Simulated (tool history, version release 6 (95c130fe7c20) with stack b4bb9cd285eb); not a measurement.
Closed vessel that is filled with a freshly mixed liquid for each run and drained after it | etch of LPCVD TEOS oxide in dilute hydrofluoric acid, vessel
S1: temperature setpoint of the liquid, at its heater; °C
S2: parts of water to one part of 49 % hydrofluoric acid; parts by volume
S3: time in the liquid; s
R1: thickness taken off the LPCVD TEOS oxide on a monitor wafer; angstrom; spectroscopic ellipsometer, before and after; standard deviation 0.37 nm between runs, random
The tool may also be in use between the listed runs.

{"run": 1, "day": 0.0, "S1": 20, "S2": 125, "S3": 180, "R1": 200.38}
{"run": 2, "day": 0.083, "S1": 21, "S2": 115, "S3": 180, "R1": 229.7}
{"run": 3, "day": 0.421, "S1": 22, "S2": 105, "S3": 180, "R1": 265.04}
{"run": 4, "day": 0.479, "S1": 22.5, "S2": 100, "S3": 180, "R1": 287.19}
{"run": 5, "day": 0.683, "S1": 22.5, "S2": 130, "S3": 180, "R1": 211.66}
{"run": 6, "day": 0.804, "S1": 19, "S2": 130, "S3": 180, "R1": 183.99}

Run 7 has not been measured yet. What should we expect?
{"run": 7, "day": 0.967, "S1": 20, "S2": 120, "S3": 180, "R1": "?"}

{"run 7": {"R1": 211.57}}
